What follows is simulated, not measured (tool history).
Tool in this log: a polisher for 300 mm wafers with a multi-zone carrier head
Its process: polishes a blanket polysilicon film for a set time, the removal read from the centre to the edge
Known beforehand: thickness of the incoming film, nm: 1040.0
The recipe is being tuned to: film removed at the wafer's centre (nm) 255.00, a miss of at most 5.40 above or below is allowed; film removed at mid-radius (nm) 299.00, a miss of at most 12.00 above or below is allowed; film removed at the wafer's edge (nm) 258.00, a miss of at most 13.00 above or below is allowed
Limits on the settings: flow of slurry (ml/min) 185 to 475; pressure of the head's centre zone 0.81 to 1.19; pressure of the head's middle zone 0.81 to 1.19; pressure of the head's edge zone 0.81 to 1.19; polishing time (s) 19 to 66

| run | hour | flow of slurry (ml/min) | pressure of the head's centre zone | pressure of the head's middle zone | pressure of the head's edge zone | polishing time (s) | film removed at the wafer's centre (nm) | film removed at mid-radius (nm) | film removed at the wafer's edge (nm) |
|---|---|---|---|---|---|---|---|---|---|
| 1 | 0.0 | 305 | 1.00 | 1.00 | 1.00 | 42 | 398.89 | 386.37 | 371.73 |
| 2 | 5.3 | 235 | 1.00 | 1.00 | 1.00 | 42 | 387.40 | 375.84 | 372.15 |
| 3 | 13.7 | 250 | 0.97 | 1.01 | 0.97 | 39 | 349.55 | 346.12 | 321.25 |
| 4 | 19.1 | 250 | 0.97 | 1.01 | 0.97 | 33 | 298.89 | 297.50 | 282.17 |
| 5 | 23.8 | 200 | 0.97 | 1.01 | 0.97 | 33 | 288.40 | 294.55 | 285.83 |
| 6 | 31.6 | 200 | 0.94 | 1.01 | 0.97 | 33 | 278.64 | 293.90 | 278.88 |
| 7 | 36.9 | 200 | 0.86 | 1.05 | 0.89 | 32 | 245.57 | 292.37 | 257.85 |
| 8 | 42.7 | 210 | 0.86 | 1.05 | 0.89 | 32 | 249.27 | 294.74 | 263.04 |

Pick the move, out of 5, that brings all results within their allowed miss; only one does.
| A | 48.5 | 195 | 0.86 | 1.03 | 0.83 | 33 | ? | ? | ? |
| B | 48.5 | 245 | 0.89 | 1.16 | 0.86 | 29 | ? | ? | ? |
| C | 48.5 | 215 | 0.94 | 1.08 | 0.87 | 31 | ? | ? | ? |
| D | 48.5 | 250 | 0.81 | 1.08 | 0.84 | 32 | ? | ? | ? |
| E | 48.5 | 195 | 0.85 | 1.03 | 1.02 | 33 | ? | ? | ? |

| move | film removed at the wafer's centre (nm) | film removed at mid-radius (nm) | film removed at the wafer's edge (nm) |
|---|---|---|---|
| A | 251.96 | 299.12 | 253.14 |
| B | 236.29 | 298.74 | 230.01 |
| C | 262.45 | 295.91 | 244.68 |
| D | 237.52 | 310.82 | 251.91 |
| E | 249.00 | 299.06 | 277.51 |
A: each result inside its tolerance
B: misses by more than the last run did
C: takes the result that was furthest off past its target
D: misses by more than the last run did
E: misses by more than the last run did
Answer: A
